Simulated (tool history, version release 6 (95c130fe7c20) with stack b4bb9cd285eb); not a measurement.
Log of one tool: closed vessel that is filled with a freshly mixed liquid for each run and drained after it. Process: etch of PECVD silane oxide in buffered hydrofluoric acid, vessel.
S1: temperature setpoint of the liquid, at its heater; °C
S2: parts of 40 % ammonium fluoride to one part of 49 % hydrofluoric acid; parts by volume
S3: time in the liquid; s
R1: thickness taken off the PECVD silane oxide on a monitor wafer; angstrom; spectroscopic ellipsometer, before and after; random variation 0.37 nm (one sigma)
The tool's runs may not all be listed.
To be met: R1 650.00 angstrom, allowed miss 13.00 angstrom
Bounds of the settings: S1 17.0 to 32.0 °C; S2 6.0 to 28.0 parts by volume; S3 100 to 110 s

| run | hour | S1 | S2 | S3 | R1 |
|---|---|---|---|---|---|
| 1 | 0.0 | 24.0 | 17.0 | 100 | 1074.10 |
| 2 | 3.8 | 24.0 | 17.0 | 100 | 1087.30 |
| 3 | 11.4 | 24.0 | 17.0 | 110 | 1188.60 |
| 4 | 16.0 | 23.5 | 17.5 | 110 | 1120.10 |
| 5 | 23.2 | 23.0 | 17.5 | 110 | 1085.30 |
| 6 | 26.1 | 23.0 | 19.0 | 110 | 1004.20 |
| 7 | 31.1 | 22.5 | 19.0 | 110 | 979.52 |
| 8 | 35.9 | 22.5 | 19.0 | 110 | 980.15 |
| 9 | 38.3 | 22.0 | 19.0 | 110 | 961.73 |
| 10 | 46.3 | 21.5 | 19.5 | 110 | 901.55 |
| 11 | 48.8 | 21.0 | 19.5 | 110 | 881.38 |
| 12 | 51.0 | 20.5 | 19.5 | 110 | 858.86 |
| 13 | 56.0 | 20.5 | 19.5 | 110 | 852.54 |
| 14 | 61.2 | 20.0 | 19.5 | 110 | 832.31 |
| 15 | 62.4 | 19.5 | 19.5 | 110 | 801.98 |
| 16 | 70.6 | 19.0 | 19.5 | 110 | 781.31 |
| 17 | 78.2 | 18.0 | 20.0 | 110 | 726.96 |

Which of these 5 next moves meets every target?
| A | 85.8 | 22.5 | 26.5 | 100 | ? |
| B | 85.8 | 17.0 | 20.0 | 105 | ? |
| C | 85.8 | 17.5 | 19.5 | 105 | ? |
| D | 85.8 | 18.5 | 22.5 | 110 | ? |
| E | 85.8 | 20.5 | 27.0 | 110 | ? |

| move | R1 |
|---|---|
| A | 694.14 |
| B | 649.37 |
| C | 685.15 |
| D | 683.12 |
| E | 674.19 |
A: nearer than the last run, and not there yet
B: meets every target
C: nearer than the last run, and not there yet
D: nearer than the last run, and not there yet
E: nearer than the last run, and not there yet
The right move is B.
